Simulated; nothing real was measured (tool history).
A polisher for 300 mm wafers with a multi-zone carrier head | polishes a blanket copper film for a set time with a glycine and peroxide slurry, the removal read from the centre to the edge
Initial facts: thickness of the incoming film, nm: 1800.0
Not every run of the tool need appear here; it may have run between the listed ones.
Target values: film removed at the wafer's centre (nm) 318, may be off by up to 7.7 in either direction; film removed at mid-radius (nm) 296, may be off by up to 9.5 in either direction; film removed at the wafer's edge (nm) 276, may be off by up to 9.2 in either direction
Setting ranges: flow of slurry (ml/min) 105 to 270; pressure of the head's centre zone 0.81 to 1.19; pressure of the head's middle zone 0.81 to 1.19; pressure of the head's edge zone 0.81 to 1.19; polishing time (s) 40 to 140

run,hour,flow of slurry (ml/min),pressure of the head's centre zone,pressure of the head's middle zone,pressure of the head's edge zone,polishing time (s),film removed at the wafer's centre (nm),film removed at mid-radius (nm),film removed at the wafer's edge (nm)
1,0,175,1,1,1,90,483.07,476.12,485.1
2,7.8,195,1,1,1,90,493.97,488.82,491.59
3,11.7,195,1,1,0.93,90,491.65,484.48,483.38
4,12.2,195,1,1,0.93,99,542.16,528.21,523.97
5,21,195,1.03,1.01,0.9,82,460.1,446.35,433.09
6,28.5,195,1.03,0.94,0.9,82,458.46,423.43,420.16
7,29.6,195,1.04,0.94,0.87,72,407.29,375.72,373.47
8,31.9,195,1.06,0.96,0.85,65,372.45,342.61,333.68
9,33.7,180,1.07,0.98,0.84,62,359.82,329.15,311.87
10,39.1,165,1.06,0.98,0.83,62,348.76,326.62,309.27
11,41.6,155,1.08,0.99,0.81,51,289,267.06,253.67
12,49.1,170,1.08,0.99,0.81,51,293.22,270.84,256.57
13,55.6,170,1.08,0.99,0.81,51,291.79,269.59,258.86
14,60.9,185,1.09,1.01,0.81,52,303.6,286.49,263.54
15,65.7,195,1.09,1.01,0.82,52,307.77,281.76,261.91
16,71.7,195,1.09,1.05,0.89,55,325.47,306.51,286.88

Pick the move, out of 5, that brings all results within their allowed miss; only one does.
A,77.7,210,0.98,1.09,0.84,58,?,?,?
B,77.7,210,1.06,1.16,0.81,54,?,?,?
C,77.7,205,1.15,1.12,1,51,?,?,?
D,77.7,165,1.09,1.13,0.81,55,?,?,?
E,77.7,230,1.16,1.11,0.81,52,?,?,?

move,film removed at the wafer's centre (nm),film removed at mid-radius (nm),film removed at the wafer's edge (nm)
A,312.52,332.1,299.96
B,313.93,321.08,275.84
C,319.74,295.77,279.41
D,318.02,312.66,275.16
E,333.41,303.78,267.72
A: further off than the last run
B: the furthest-off result lands on target, but another misses its tolerance
C: every result within its allowed miss
D: the furthest-off result lands on target, but another misses its tolerance
E: the furthest-off result lands on target, but another misses its tolerance
Correct choice: C, which meets every target
